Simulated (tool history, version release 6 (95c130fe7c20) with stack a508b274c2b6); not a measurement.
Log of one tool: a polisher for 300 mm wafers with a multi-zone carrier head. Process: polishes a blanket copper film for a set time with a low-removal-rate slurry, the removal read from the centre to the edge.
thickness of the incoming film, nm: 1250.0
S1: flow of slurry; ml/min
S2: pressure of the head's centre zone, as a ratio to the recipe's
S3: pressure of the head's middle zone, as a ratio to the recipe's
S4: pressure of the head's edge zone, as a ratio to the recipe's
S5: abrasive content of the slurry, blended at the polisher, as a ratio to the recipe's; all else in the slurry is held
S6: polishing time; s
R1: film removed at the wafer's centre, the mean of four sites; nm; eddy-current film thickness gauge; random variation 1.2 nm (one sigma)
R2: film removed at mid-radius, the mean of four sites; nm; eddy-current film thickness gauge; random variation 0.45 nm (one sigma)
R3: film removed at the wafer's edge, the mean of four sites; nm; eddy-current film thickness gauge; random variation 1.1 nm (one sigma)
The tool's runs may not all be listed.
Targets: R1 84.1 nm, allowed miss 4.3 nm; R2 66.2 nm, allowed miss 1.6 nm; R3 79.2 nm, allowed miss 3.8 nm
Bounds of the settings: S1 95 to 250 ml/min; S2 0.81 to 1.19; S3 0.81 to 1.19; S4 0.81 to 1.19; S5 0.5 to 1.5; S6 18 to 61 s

Run 1, hour 0: S1 160 ml/min, S2 1, S3 1, S4 1, S5 1, S6 39 s. Result: R1 134.28 nm, R2 135.55 nm, R3 137.81 nm.
Run 2, hour 4: S1 160 ml/min, S2 1, S3 0.94, S4 1, S5 1, S6 39 s. Result: R1 134.98 nm, R2 127.46 nm, R3 141.33 nm.
Run 3, hour 12.9: S1 140 ml/min, S2 1, S3 0.94, S4 1, S5 1, S6 39 s. Result: R1 130.67 nm, R2 126.08 nm, R3 133.08 nm.
Run 4, hour 14.4: S1 140 ml/min, S2 1, S3 0.94, S4 1, S5 1, S6 49 s. Result: R1 160.96 nm, R2 155.19 nm, R3 169.33 nm.
At hour 22.9: worn pad replaced by a new one.
Run 5, hour 22.9: S1 140 ml/min, S2 1, S3 0.87, S4 1, S5 1, S6 49 s. Result: R1 183.9 nm, R2 162.52 nm, R3 189.03 nm.
Run 6, hour 30.3: S1 130 ml/min, S2 1.02, S3 0.86, S4 1.03, S5 0.85, S6 41 s. Result: R1 147.15 nm, R2 128.77 nm, R3 153.65 nm.
Run 7, hour 34.9: S1 120 ml/min, S2 1.03, S3 0.85, S4 1, S5 0.75, S6 35 s. Result: R1 120.69 nm, R2 105.17 nm, R3 126.32 nm.
Run 8, hour 41.5: S1 120 ml/min, S2 1.05, S3 0.84, S4 0.97, S5 0.7, S6 31 s. Result: R1 108.83 nm, R2 89.913 nm, R3 110.01 nm.
Run 9, hour 50.2: S1 120 ml/min, S2 1.06, S3 0.84, S4 0.93, S5 0.65, S6 29 s. Result: R1 102.67 nm, R2 84.798 nm, R3 99.297 nm.
Run 10, hour 57.1: S1 100 ml/min, S2 1.09, S3 0.81, S4 0.94, S5 0.5, S6 21 s. Result: R1 67.93 nm, R2 53.997 nm, R3 66.01 nm.
Run 11, hour 62.9: S1 120 ml/min, S2 1.09, S3 0.81, S4 0.94, S5 0.5, S6 21 s. Result: R1 73.472 nm, R2 57.543 nm, R3 68.448 nm.

4 next moves are on the table. One of them brings every result within its allowed miss. Which?
Run A, hour 68.7: S1 110 ml/min, S2 1.19, S3 0.85, S4 0.89, S5 0.7, S6 18 s. Result: R1 ?, R2 ?, R3 ?.
Run B, hour 68.7: S1 95 ml/min, S2 0.95, S3 0.87, S4 0.97, S5 0.55, S6 26 s. Result: R1 ?, R2 ?, R3 ?.
Run C, hour 68.7: S1 130 ml/min, S2 0.99, S3 0.96, S4 0.91, S5 0.55, S6 22 s. Result: R1 ?, R2 ?, R3 ?.
Run D, hour 68.7: S1 155 ml/min, S2 1.07, S3 0.81, S4 0.96, S5 0.6, S6 22 s. Result: R1 ?, R2 ?, R3 ?.

move      R1      R2      R3
   A  69.523  52.407  59.455
   B  73.181   71.16  83.672
   C  72.183  71.999  73.346
   D  82.525  65.838  78.431
A: further off than the last run
B: takes the result that was furthest off past its target
C: takes the result that was furthest off past its target
D: meets every target
Answer: D
